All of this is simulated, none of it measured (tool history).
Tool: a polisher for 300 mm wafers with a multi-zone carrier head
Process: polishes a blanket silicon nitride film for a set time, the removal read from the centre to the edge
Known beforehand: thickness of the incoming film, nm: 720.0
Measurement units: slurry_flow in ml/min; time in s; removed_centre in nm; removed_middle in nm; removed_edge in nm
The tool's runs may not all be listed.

run 1 hour=0 | slurry_flow=220 centre_zone=1 middle_zone=1 edge_zone=1 time=85 | removed_centre=131.71 removed_middle=123.44 removed_edge=127.94
run 2 hour=3.4 | slurry_flow=220 centre_zone=1 middle_zone=0.97 edge_zone=1 time=85 | removed_centre=134.69 removed_middle=125.34 removed_edge=127.75
run 3 hour=4.6 | slurry_flow=240 centre_zone=0.97 middle_zone=1.02 edge_zone=0.97 time=91 | removed_centre=141.64 removed_middle=141.79 removed_edge=134.65
run 4 hour=5.5 | slurry_flow=240 centre_zone=0.97 middle_zone=1.02 edge_zone=0.9 time=91 | removed_centre=139.26 removed_middle=139.22 removed_edge=128.81
run 5 hour=8.4 | slurry_flow=250 centre_zone=0.95 middle_zone=1.05 edge_zone=0.96 time=92 | removed_centre=140.24 removed_middle=142.06 removed_edge=137.8
run 6 hour=14 | slurry_flow=225 centre_zone=0.95 middle_zone=1.05 edge_zone=0.96 time=92 | removed_centre=139.05 removed_middle=138.99 removed_edge=137.83

Run 7 comes next. What will it give?
run 7 hour=19.4 | slurry_flow=255 centre_zone=0.93 middle_zone=1.08 edge_zone=0.97 time=93 | removed_centre=? removed_middle=? removed_edge=?

{"run 7": {"removed_centre": 138.88, "removed_middle": 144.69, "removed_edge": 139.37}}
